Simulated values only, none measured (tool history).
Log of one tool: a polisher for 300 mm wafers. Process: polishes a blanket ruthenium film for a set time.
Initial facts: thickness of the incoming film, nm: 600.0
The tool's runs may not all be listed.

run  hour  flow of slurry (ml/min)  pressure of the wafer on the pad (psi)  speed of the pad under the wafer (m/s)  polishing time (s)  film removed (angstrom)
  1     0                      195                                     1.9                                    0.96                  56                   528.01
  2   2.2                      235                                     1.9                                    0.96                  56                   535.49
  3   5.4                      235                                     1.7                                    0.94                  56                   479.41
  4  12.6                      235                                     1.6                                     0.9                  56                   450.59
  5  15.2                      235                                     1.9                                     0.9                  56                   520.57
  6  21.5                      230                                     1.7                                    0.88                  56                   457.72
  7  23.9                      225                                     1.6                                    0.86                  56                   431.18
  8  27.1                      225                                     1.5                                    0.82                  56                   392.49
  9  32.2                      220                                     1.4                                     0.8                  56                   367.94
 10  38.9                      220                                     1.3                                    0.78                  56                   339.82
 11  44.3                      215                                     1.2                                    0.78                  56                    321.1
 12    52                      210                                     1.1                                    0.78                  56                    295.5
 13  60.4                      200                                     1.1                                    0.78                  56                   294.41
 14  62.7                      195                                     1.1                                    0.78                  56                   289.48
 15  69.6                      190                                     1.1                                    0.78                  56                   288.95
 16  71.4                      185                                     1.1                                    0.78                  56                   288.61
 17  73.5                      180                                     1.1                                    0.78                  56                   289.82
 18  75.1                      180                                     1.1                                    0.78                  56                   287.87

Run 19 has not been measured yet. What should we expect?
 19    80                      175                                     1.1                                    0.78                  56                        ?

{"run 19": {"film removed (angstrom)": 285.51}}
